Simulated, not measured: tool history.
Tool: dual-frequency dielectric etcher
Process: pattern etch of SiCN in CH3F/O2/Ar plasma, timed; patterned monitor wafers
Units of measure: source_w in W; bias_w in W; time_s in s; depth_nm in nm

run	hour	source_w	bias_w	time_s	depth_nm
1	0.0	480	56	56	20.126
2	5.2	480	56	52	18.751
3	12.9	480	65	52	20.118
4	19.6	450	64	52	19.403
5	20.9	440	64	52	19.111
6	23.9	490	64	52	20.055
7	30.1	490	64	52	20.239
8	36.3	470	64	52	19.897
9	38.3	450	64	52	19.372
10	41.4	440	64	52	19.258
11	47.2	370	62	52	17.282

Predict the results of run 12:
12	48.1	380	62	52	?

depth_nm: 17.515 nm
